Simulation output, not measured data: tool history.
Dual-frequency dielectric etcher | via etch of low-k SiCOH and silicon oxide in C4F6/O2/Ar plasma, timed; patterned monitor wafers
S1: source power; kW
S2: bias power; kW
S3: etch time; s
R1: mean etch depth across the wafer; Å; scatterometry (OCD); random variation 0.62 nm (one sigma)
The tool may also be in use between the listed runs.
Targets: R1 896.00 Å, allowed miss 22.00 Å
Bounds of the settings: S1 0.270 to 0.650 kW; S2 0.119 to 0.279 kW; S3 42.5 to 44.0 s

run,day,S1,S2,S3,R1
1,0.000,0.460,0.199,42.5,1052.20
2,0.346,0.460,0.199,42.5,1044.90
3,0.396,0.460,0.180,42.5,989.65
4,0.729,0.460,0.180,42.5,996.72
5,0.917,0.460,0.180,42.5,1010.70
6,1.104,0.440,0.178,42.5,968.77
7,1.454,0.430,0.177,42.5,956.35
8,1.738,0.420,0.176,42.5,956.21
9,2.033,0.410,0.175,42.5,947.95
10,2.175,0.350,0.167,42.5,862.86

Which of these 5 next moves meets every target?
A,2.317,0.360,0.153,42.5,?
B,2.317,0.310,0.209,43.5,?
C,2.317,0.310,0.171,43.5,?
D,2.317,0.320,0.172,43.0,?
E,2.317,0.340,0.164,43.0,?

move,R1
A,833.16
B,900.85
C,827.92
D,833.97
E,843.14
A: further off than the last run
B: meets every target
C: further off than the last run
D: further off than the last run
E: further off than the last run
Move B is the one to make.
